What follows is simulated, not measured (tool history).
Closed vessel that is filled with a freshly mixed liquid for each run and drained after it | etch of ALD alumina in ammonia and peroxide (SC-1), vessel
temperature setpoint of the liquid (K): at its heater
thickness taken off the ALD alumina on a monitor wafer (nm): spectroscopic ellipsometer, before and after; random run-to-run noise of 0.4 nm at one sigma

run  hour  temperature setpoint of the liquid (K)  parts of 29 % ammonia solution to one part of 30 % peroxide (parts by volume)  time in the liquid (s)  thickness taken off the ALD alumina on a monitor wafer (nm)
  1     0                                  330.15                                                                           0.45                    1180                                                       61.764
  2   7.8                                  330.15                                                                           0.45                    1180                                                        62.21
  3  12.3                                  329.15                                                                           0.45                    1180                                                       58.748
  4  14.5                                  329.15                                                                            0.4                    1180                                                       57.765
     21.4  -- thermometer replaced
  5  21.4                                  328.65                                                                            0.4                    1180                                                       62.481
  6  29.8                                  327.15                                                                            0.4                    1180                                                       56.833

Forecast run 7:
  7  37.5                                  326.15                                                                            0.4                    1180                                                            ?

{"run 7": {"thickness taken off the ALD alumina on a monitor wafer (nm)": 53.816}}

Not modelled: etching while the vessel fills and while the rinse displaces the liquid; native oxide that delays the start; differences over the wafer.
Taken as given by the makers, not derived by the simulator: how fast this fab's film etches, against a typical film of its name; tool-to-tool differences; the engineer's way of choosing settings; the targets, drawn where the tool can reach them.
